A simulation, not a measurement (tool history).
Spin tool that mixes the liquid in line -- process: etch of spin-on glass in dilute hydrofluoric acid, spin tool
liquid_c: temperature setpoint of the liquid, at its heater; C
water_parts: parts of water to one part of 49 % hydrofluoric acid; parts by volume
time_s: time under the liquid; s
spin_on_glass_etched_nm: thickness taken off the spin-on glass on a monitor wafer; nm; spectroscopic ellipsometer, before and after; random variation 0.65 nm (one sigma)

run	hour	liquid_c	water_parts	time_s	spin_on_glass_etched_nm
1	0	26	120	240	66.486
2	2.7	26	120	255	69.627
3	8.4	26	120	240	66.534
4	16.6	24	120	240	60.528
5	23.1	24	120	255	65.604
6	24.1	25.5	120	255	68.54
7	25.1	26.5	120	255	72.139
8	32.5	27	120	255	72.53
9	38.3	27.5	120	255	74.297

Run 10 is up next; what results do you expect?
10	39.8	28	120	255	?

spin_on_glass_etched_nm: 75.559 nm

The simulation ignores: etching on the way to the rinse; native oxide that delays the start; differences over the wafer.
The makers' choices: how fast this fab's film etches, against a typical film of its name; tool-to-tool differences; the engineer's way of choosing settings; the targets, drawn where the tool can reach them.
